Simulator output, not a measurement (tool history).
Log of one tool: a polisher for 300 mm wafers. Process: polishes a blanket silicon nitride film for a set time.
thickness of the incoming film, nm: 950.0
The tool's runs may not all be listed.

| run | hour | flow of slurry (ml/min) | pressure of the wafer on the pad (kPa) | speed of the pad under the wafer (cm/s) | polishing time (s) | film removed (nm) |
|---|---|---|---|---|---|---|
| 1 | 0.0 | 260 | 16.5 | 98 | 88 | 97.468 |
| 2 | 0.6 | 260 | 14.5 | 98 | 88 | 86.142 |
| 3 | 5.8 | 225 | 14.5 | 98 | 88 | 83.901 |
| 4 | 10.0 | 225 | 14.5 | 122 | 88 | 98.700 |
| 5 | 17.8 | 225 | 12.4 | 122 | 88 | 87.432 |
| 6 | 22.4 | 225 | 12.4 | 146 | 88 | 98.770 |

The next listed run, before its measurement:
| 7 | 25.2 | 225 | 11.0 | 142 | 88 | ? |

Run 7 gave film removed (nm) 88.997.
